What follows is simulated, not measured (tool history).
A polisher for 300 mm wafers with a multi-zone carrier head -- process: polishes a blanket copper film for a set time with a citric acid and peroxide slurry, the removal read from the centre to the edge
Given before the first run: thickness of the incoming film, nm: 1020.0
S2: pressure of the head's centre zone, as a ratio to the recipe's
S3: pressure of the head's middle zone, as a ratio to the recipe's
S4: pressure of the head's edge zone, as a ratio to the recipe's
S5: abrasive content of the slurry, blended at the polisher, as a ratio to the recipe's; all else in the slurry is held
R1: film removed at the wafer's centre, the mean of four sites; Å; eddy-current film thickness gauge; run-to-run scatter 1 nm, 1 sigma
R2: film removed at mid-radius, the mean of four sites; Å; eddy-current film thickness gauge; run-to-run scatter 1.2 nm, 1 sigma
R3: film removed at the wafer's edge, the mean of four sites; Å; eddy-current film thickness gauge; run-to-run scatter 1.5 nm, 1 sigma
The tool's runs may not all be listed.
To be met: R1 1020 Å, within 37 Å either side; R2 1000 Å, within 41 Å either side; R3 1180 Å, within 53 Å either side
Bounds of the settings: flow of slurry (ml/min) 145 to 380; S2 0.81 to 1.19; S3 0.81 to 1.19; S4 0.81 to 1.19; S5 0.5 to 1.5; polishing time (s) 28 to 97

{"run": 1, "day": 0.0, "flow of slurry (ml/min)": 245, "S2": 1, "S3": 1, "S4": 1, "S5": 1, "polishing time (s)": 62, "R1": 1244.5, "R2": 1254.2, "R3": 1233.7}
{"run": 2, "day": 0.071, "flow of slurry (ml/min)": 235, "S2": 0.97, "S3": 0.95, "S4": 1.01, "S5": 0.95, "polishing time (s)": 62, "R1": 1196.4, "R2": 1187.5, "R3": 1258.1}
{"run": 3, "day": 0.192, "flow of slurry (ml/min)": 235, "S2": 0.9, "S3": 0.95, "S4": 1.01, "S5": 0.95, "polishing time (s)": 62, "R1": 1088.6, "R2": 1211.5, "R3": 1262.6}
{"run": 4, "day": 0.504, "flow of slurry (ml/min)": 235, "S2": 0.9, "S3": 0.95, "S4": 1.09, "S5": 0.95, "polishing time (s)": 62, "R1": 1106.5, "R2": 1198.7, "R3": 1291.8}
{"run": 5, "day": 0.817, "flow of slurry (ml/min)": 210, "S2": 0.9, "S3": 0.95, "S4": 1.09, "S5": 0.95, "polishing time (s)": 62, "R1": 1088.9, "R2": 1171.9, "R3": 1315.6}
{"run": 6, "day": 1.062, "flow of slurry (ml/min)": 215, "S2": 0.91, "S3": 0.93, "S4": 1.08, "S5": 0.85, "polishing time (s)": 61, "R1": 1062.7, "R2": 1121.1, "R3": 1215.8}
{"run": 7, "day": 1.133, "flow of slurry (ml/min)": 205, "S2": 0.91, "S3": 0.91, "S4": 1.09, "S5": 0.85, "polishing time (s)": 61, "R1": 1077.8, "R2": 1090.3, "R3": 1217.3}
{"run": 8, "day": 1.321, "flow of slurry (ml/min)": 200, "S2": 0.9, "S3": 0.9, "S4": 1.1, "S5": 0.85, "polishing time (s)": 61, "R1": 1032.9, "R2": 1069.3, "R3": 1186.7}
{"run": 9, "day": 1.583, "flow of slurry (ml/min)": 190, "S2": 0.9, "S3": 0.89, "S4": 1.11, "S5": 0.85, "polishing time (s)": 61, "R1": 1030.6, "R2": 1062.3, "R3": 1202.9}
{"run": 10, "day": 1.888, "flow of slurry (ml/min)": 185, "S2": 0.9, "S3": 0.88, "S4": 1.12, "S5": 0.85, "polishing time (s)": 61, "R1": 1042, "R2": 1048.3, "R3": 1225.1}
{"run": 11, "day": 1.962, "flow of slurry (ml/min)": 185, "S2": 0.9, "S3": 0.87, "S4": 1.12, "S5": 0.85, "polishing time (s)": 61, "R1": 1049, "R2": 1034.2, "R3": 1241.8}
{"run": 12, "day": 2.275, "flow of slurry (ml/min)": 185, "S2": 0.9, "S3": 0.87, "S4": 1.11, "S5": 0.85, "polishing time (s)": 61, "R1": 1013.2, "R2": 1039.4, "R3": 1227.2}
{"run": 13, "day": 2.333, "flow of slurry (ml/min)": 185, "S2": 0.91, "S3": 0.87, "S4": 1.11, "S5": 0.85, "polishing time (s)": 61, "R1": 1038.4, "R2": 1057.5, "R3": 1236}

5 next moves are on the table. One of them brings every result within its allowed miss. Which?
{"run": "A", "day": 2.392, "flow of slurry (ml/min)": 195, "S2": 0.9, "S3": 0.84, "S4": 1.07, "S5": 0.95, "polishing time (s)": 58, "R1": "?", "R2": "?", "R3": "?"}
{"run": "B", "day": 2.392, "flow of slurry (ml/min)": 240, "S2": 0.81, "S3": 0.86, "S4": 1.19, "S5": 1.5, "polishing time (s)": 57, "R1": "?", "R2": "?", "R3": "?"}
{"run": "C", "day": 2.392, "flow of slurry (ml/min)": 165, "S2": 0.89, "S3": 0.81, "S4": 1.19, "S5": 1.35, "polishing time (s)": 56, "R1": "?", "R2": "?", "R3": "?"}
{"run": "D", "day": 2.392, "flow of slurry (ml/min)": 280, "S2": 0.93, "S3": 0.99, "S4": 1, "S5": 0.8, "polishing time (s)": 58, "R1": "?", "R2": "?", "R3": "?"}
{"run": "E", "day": 2.392, "flow of slurry (ml/min)": 170, "S2": 0.88, "S3": 0.99, "S4": 1.03, "S5": 0.6, "polishing time (s)": 66, "R1": "?", "R2": "?", "R3": "?"}

move=A R1=1008 R2=989.9 R3=1178.8
move=B R1=1011.8 R2=1124.3 R3=1366.2
move=C R1=1021.7 R2=987.19 R3=1273.7
move=D R1=1042.6 R2=1130.1 R3=1130.4
move=E R1=997.27 R2=1149.4 R3=1177.4
A: each result inside its tolerance
B: misses by more than the last run did
C: the furthest-off result lands on target, but another misses its tolerance
D: misses by more than the last run did
E: misses by more than the last run did
A is the move that brings every result within its allowed miss.

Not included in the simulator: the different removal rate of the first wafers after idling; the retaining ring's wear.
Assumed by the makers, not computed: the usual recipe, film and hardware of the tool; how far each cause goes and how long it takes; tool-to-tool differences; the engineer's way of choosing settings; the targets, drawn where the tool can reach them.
